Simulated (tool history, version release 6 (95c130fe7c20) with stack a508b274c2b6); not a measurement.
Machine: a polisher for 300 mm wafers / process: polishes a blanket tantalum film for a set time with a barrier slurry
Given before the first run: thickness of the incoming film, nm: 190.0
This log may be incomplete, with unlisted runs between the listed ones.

| run | hour | flow of slurry (ml/min) | pressure of the wafer on the pad (psi) | speed of the pad under the wafer (cm/s) | abrasive content of the slurry | polishing time (s) | film removed (angstrom) |
|---|---|---|---|---|---|---|---|
| 1 | 0 | 305 | 2.3 | 98 | 1 | 19 | 356.58 |
| 2 | 5.1 | 305 | 2.4 | 98 | 1 | 19 | 363.41 |
| 3 | 6.2 | 305 | 2.5 | 98 | 1 | 19 | 385.19 |
| 4 | 8.4 | 305 | 2.5 | 98 | 1 | 16 | 323.56 |
| 5 | 9.3 | 305 | 2.8 | 98 | 1 | 16 | 361.79 |
| 6 | 11 | 305 | 2.3 | 98 | 1 | 16 | 301.36 |
| 7 | 16.9 | 305 | 2.6 | 98 | 1 | 16 | 337.62 |
| 8 | 21.7 | 315 | 3.2 | 100 | 1 | 16 | 418.6 |

Run 9 has not been measured yet. What should we expect?
| 9 | 27.7 | 315 | 3.3 | 100 | 1 | 16 | ? |

{"run 9": {"film removed (angstrom)": 435.04}}
